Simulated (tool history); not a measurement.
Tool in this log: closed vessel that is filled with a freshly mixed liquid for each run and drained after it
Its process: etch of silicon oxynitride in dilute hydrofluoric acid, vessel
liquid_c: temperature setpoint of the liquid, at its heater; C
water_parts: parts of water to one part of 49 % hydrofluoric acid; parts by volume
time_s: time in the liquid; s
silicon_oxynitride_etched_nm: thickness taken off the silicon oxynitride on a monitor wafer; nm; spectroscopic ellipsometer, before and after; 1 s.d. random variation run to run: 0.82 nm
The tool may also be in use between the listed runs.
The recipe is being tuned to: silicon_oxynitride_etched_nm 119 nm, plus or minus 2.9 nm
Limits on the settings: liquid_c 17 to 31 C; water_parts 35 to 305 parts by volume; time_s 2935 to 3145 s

run 1 hour=0 | liquid_c=23 water_parts=170 time_s=2935 | silicon_oxynitride_etched_nm=76.95
run 2 hour=2 | liquid_c=23 water_parts=195 time_s=2935 | silicon_oxynitride_etched_nm=66.017
run 3 hour=10.7 | liquid_c=23 water_parts=195 time_s=3145 | silicon_oxynitride_etched_nm=70.817
run 4 hour=19.3 | liquid_c=23 water_parts=245 time_s=3145 | silicon_oxynitride_etched_nm=54.589
run 5 hour=28.2 | liquid_c=25 water_parts=225 time_s=3145 | silicon_oxynitride_etched_nm=65.404
run 6 hour=30 | liquid_c=26.5 water_parts=225 time_s=3145 | silicon_oxynitride_etched_nm=70.141
run 7 hour=38.7 | liquid_c=27.5 water_parts=210 time_s=3145 | silicon_oxynitride_etched_nm=79.3
run 8 hour=46.7 | liquid_c=28.5 water_parts=200 time_s=3145 | silicon_oxynitride_etched_nm=88.336
run 9 hour=53.5 | liquid_c=29 water_parts=190 time_s=3145 | silicon_oxynitride_etched_nm=94.728
run 10 hour=57.9 | liquid_c=31 water_parts=160 time_s=3145 | silicon_oxynitride_etched_nm=125.69
run 11 hour=63.3 | liquid_c=30.5 water_parts=160 time_s=3145 | silicon_oxynitride_etched_nm=123.68

Which of these 5 next moves meets every target?
run A hour=68.7 | liquid_c=29 water_parts=150 time_s=3145 | silicon_oxynitride_etched_nm=?
run B hour=68.7 | liquid_c=31 water_parts=170 time_s=3060 | silicon_oxynitride_etched_nm=?
run C hour=68.7 | liquid_c=28 water_parts=145 time_s=3145 | silicon_oxynitride_etched_nm=?
run D hour=68.7 | liquid_c=30.5 water_parts=155 time_s=3070 | silicon_oxynitride_etched_nm=?
run E hour=68.7 | liquid_c=30.5 water_parts=155 time_s=2935 | silicon_oxynitride_etched_nm=?

move=A silicon_oxynitride_etched_nm=124.62
move=B silicon_oxynitride_etched_nm=114.13
move=C silicon_oxynitride_etched_nm=124.06
move=D silicon_oxynitride_etched_nm=124.87
move=E silicon_oxynitride_etched_nm=119.38
A: moves away from the targets compared with the last run
B: pushes the last run's worst result past its target
C: moves away from the targets compared with the last run
D: moves away from the targets compared with the last run
E: every result lands within tolerance
So the answer is move E, the one that meets all the targets.

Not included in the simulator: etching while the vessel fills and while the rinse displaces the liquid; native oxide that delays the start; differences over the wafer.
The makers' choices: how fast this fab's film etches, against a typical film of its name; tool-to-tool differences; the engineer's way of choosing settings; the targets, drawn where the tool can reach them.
